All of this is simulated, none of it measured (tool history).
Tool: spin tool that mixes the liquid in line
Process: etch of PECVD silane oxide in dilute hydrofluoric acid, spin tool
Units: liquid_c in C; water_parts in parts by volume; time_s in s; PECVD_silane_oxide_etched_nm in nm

run	hour	liquid_c	water_parts	time_s	PECVD_silane_oxide_etched_nm
1	0.0	25.0	75	15	9.0872
2	2.4	21.5	75	15	7.7126
3	8.1	22.5	70	15	8.8523
4	14.2	23.5	65	15	9.9361
5	20.9	24.5	65	15	10.4140
6	23.0	25.5	65	15	10.8330
7	31.0	25.5	65	15	10.7800
8	33.4	26.0	60	15	11.9120
9	40.8	26.5	60	15	12.1920
10	45.7	27.0	60	15	12.5520
11	49.1	27.5	60	15	12.7030
12	53.9	28.0	60	15	12.8510
13	57.2	28.5	60	15	13.2170

The next listed run, before its measurement:
14	58.4	29.0	60	15	?

{"run 14": {"PECVD_silane_oxide_etched_nm": 13.517}}

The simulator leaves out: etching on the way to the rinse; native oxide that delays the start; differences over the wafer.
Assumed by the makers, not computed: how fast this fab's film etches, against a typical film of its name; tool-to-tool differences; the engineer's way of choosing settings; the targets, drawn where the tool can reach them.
